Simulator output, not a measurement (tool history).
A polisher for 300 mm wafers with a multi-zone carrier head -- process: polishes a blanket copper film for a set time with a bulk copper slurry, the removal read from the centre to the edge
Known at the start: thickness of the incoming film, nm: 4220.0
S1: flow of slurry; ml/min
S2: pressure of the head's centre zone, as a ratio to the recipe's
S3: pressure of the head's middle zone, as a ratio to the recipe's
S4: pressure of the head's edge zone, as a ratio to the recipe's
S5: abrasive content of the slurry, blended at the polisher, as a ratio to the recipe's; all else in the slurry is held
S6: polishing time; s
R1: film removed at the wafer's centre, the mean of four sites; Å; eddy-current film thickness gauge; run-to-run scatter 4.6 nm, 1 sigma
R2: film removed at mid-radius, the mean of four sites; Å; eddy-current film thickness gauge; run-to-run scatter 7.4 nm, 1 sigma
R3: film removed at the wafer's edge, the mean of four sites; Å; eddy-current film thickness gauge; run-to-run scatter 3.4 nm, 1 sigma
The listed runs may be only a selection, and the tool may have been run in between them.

run 1 hour=0.0 | S1=265 S2=1.00 S3=1.00 S4=1.00 S5=1.00 S6=38 | R1=4509.6 R2=4539.6 R3=4525.0
run 2 hour=1.9 | S1=275 S2=0.96 S3=1.04 S4=1.05 S5=1.10 S6=38 | R1=4432.5 R2=4911.5 R3=4783.3
run 3 hour=3.2 | S1=340 S2=0.96 S3=1.04 S4=1.05 S5=1.10 S6=38 | R1=4443.5 R2=4794.6 R3=4773.4
run 4 hour=7.0 | S1=335 S2=0.94 S3=1.07 S4=1.08 S5=1.15 S6=38 | R1=4518.9 R2=5080.6 R3=4915.9
run 5 hour=15.5 | S1=335 S2=0.94 S3=1.07 S4=1.08 S5=1.15 S6=33 | R1=3834.4 R2=4397.5 R3=4307.3
run 6 hour=22.1 | S1=335 S2=0.94 S3=1.07 S4=1.08 S5=1.35 S6=33 | R1=4052.8 R2=4536.7 R3=4431.9

Run 7 comes next. What will it give?
run 7 hour=29.0 | S1=330 S2=0.91 S3=1.09 S4=1.10 S5=1.40 S6=34 | R1=? R2=? R3=?

{"run 7": {"R1": 3955.1, "R2": 4827.6, "R3": 4633.9}}

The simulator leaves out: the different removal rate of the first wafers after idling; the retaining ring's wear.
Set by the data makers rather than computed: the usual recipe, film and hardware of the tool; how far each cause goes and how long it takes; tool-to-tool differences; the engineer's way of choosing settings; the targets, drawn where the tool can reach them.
